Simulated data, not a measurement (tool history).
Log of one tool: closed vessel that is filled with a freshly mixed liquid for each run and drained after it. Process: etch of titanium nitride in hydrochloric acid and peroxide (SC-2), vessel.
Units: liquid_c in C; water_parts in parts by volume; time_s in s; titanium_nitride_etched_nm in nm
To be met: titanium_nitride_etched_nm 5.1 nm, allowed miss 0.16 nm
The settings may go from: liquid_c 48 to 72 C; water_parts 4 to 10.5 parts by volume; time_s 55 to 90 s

run 1 hour=0 | liquid_c=64 water_parts=5.5 time_s=90 | titanium_nitride_etched_nm=6.039
run 2 hour=7.6 | liquid_c=60 water_parts=5.5 time_s=90 | titanium_nitride_etched_nm=4.6481
run 3 hour=11.2 | liquid_c=60.5 water_parts=5.5 time_s=90 | titanium_nitride_etched_nm=4.7072
run 4 hour=20 | liquid_c=61 water_parts=5.5 time_s=90 | titanium_nitride_etched_nm=4.9226
run 5 hour=25.1 | liquid_c=61 water_parts=5.5 time_s=90 | titanium_nitride_etched_nm=4.9264
run 6 hour=27.8 | liquid_c=56 water_parts=5.5 time_s=90 | titanium_nitride_etched_nm=3.6026
run 7 hour=33.9 | liquid_c=57.5 water_parts=5.5 time_s=90 | titanium_nitride_etched_nm=3.9302
run 8 hour=37.6 | liquid_c=58.5 water_parts=5.5 time_s=90 | titanium_nitride_etched_nm=4.2052

Which of these 4 next moves meets every target?
run A hour=41.3 | liquid_c=61.5 water_parts=5 time_s=90 | titanium_nitride_etched_nm=?
run B hour=41.3 | liquid_c=62.5 water_parts=6 time_s=90 | titanium_nitride_etched_nm=?
run C hour=41.3 | liquid_c=62 water_parts=4 time_s=75 | titanium_nitride_etched_nm=?
run D hour=41.3 | liquid_c=60.5 water_parts=4.5 time_s=90 | titanium_nitride_etched_nm=?

move=A titanium_nitride_etched_nm=5.3898
move=B titanium_nitride_etched_nm=5.0176
move=C titanium_nitride_etched_nm=5.4052
move=D titanium_nitride_etched_nm=5.4535
A: takes the result that was furthest off past its target
B: meets every target
C: takes the result that was furthest off past its target
D: takes the result that was furthest off past its target
Move B is the one to make.
